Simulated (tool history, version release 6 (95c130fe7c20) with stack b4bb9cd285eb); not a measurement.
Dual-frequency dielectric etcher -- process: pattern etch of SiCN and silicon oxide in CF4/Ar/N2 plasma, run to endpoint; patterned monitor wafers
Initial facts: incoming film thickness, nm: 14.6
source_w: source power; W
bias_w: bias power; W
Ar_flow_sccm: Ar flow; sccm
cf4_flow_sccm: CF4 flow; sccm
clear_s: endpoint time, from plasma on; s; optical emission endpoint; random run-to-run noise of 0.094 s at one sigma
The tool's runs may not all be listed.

run,hour,source_w,bias_w,Ar_flow_sccm,cf4_flow_sccm,clear_s
1,0.0,330,85,86,66,19.445
2,5.8,330,85,86,59,19.872
3,14.4,360,86,86,59,18.546
4,15.7,360,86,99,59,18.768
5,19.5,380,88,98,59,17.871
6,27.2,400,91,97,60,16.723

Predict the results of run 7:
7,29.6,460,93,96,60,?

{"run 7": {"clear_s": 14.584}}
